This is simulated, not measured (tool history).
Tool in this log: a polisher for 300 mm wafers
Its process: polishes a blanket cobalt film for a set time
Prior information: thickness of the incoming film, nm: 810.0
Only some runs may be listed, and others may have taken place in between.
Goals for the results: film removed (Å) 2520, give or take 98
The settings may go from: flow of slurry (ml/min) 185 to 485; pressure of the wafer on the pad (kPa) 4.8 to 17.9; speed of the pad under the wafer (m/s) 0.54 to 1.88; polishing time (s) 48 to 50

run    day  flow of slurry (ml/min)  pressure of the wafer on the pad (kPa)  speed of the pad under the wafer (m/s)  polishing time (s)  film removed (Å)
  1      0                      310                                      11                                     1.2                  48              1943
  2  0.121                      310                                    11.7                                     1.2                  48            1999.5
  3  0.296                      310                                    11.7                                    1.06                  48            1788.5
  4  0.417                      310                                    12.4                                    1.06                  48            1868.7
  5  0.596                      240                                    12.4                                    1.06                  48            1835.2
  6  0.729                      305                                    12.4                                    1.06                  48            1888.5
  7  1.025                      305                                    13.1                                    1.06                  48            1933.6
  8  1.138                      305                                    13.1                                    1.06                  48            1934.6
  9  1.225                      305                                    13.8                                    1.06                  48            2023.7
 10  1.517                      305                                    14.5                                    1.06                  48            2091.3
 11  1.771                      305                                    15.2                                    1.06                  48            2202.6
 12  2.138                      305                                    15.9                                    1.06                  48            2235.1
 13  2.442                      305                                    16.5                                    1.06                  48              2353
 14  2.704                      305                                    17.2                                    1.06                  48            2440.3

Which of these 4 next moves meets every target?
  A  2.967                      285                                    13.8                                    1.18                  50                 ?
  B  2.967                      255                                    15.9                                    1.14                  48                 ?
  C  2.967                      380                                    15.2                                    1.14                  48                 ?
  D  2.967                      280                                    16.5                                     1.1                  50                 ?

move  film removed (Å)
   A              2313
   B              2385
   C            2361.1
   D            2507.3
A: further off than the last run
B: further off than the last run
C: further off than the last run
D: all results land within tolerance of their targets
The right move is D.
